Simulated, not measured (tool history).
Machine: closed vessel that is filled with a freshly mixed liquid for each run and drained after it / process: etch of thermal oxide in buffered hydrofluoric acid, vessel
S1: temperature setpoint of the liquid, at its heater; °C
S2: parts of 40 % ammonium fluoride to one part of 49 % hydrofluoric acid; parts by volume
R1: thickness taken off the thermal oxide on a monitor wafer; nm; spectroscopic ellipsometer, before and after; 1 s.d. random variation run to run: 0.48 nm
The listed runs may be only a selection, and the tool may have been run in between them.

{"run": 1, "hour": 0.0, "S1": 23.0, "S2": 15.0, "time in the liquid (s)": 90, "R1": 60.573}
{"run": 2, "hour": 5.0, "S1": 23.0, "S2": 13.0, "time in the liquid (s)": 90, "R1": 69.944}
{"run": 3, "hour": 12.8, "S1": 21.0, "S2": 13.0, "time in the liquid (s)": 90, "R1": 62.96}
{"run": 4, "hour": 21.1, "S1": 21.0, "S2": 13.0, "time in the liquid (s)": 90, "R1": 62.551}
{"run": 5, "hour": 23.4, "S1": 18.0, "S2": 13.0, "time in the liquid (s)": 90, "R1": 52.629}
{"run": 6, "hour": 30.1, "S1": 21.5, "S2": 12.5, "time in the liquid (s)": 90, "R1": 66.663}
{"run": 7, "hour": 32.3, "S1": 24.0, "S2": 12.5, "time in the liquid (s)": 90, "R1": 76.893}
{"run": 8, "hour": 36.6, "S1": 26.0, "S2": 12.5, "time in the liquid (s)": 90, "R1": 85.722}
{"run": 9, "hour": 41.9, "S1": 27.5, "S2": 12.5, "time in the liquid (s)": 90, "R1": 92.965}

Run 10 has not been measured yet. What should we expect?
{"run": 10, "hour": 46.1, "S1": 27.5, "S2": 12.5, "time in the liquid (s)": 90, "R1": "?"}

R1: 92.712 nm
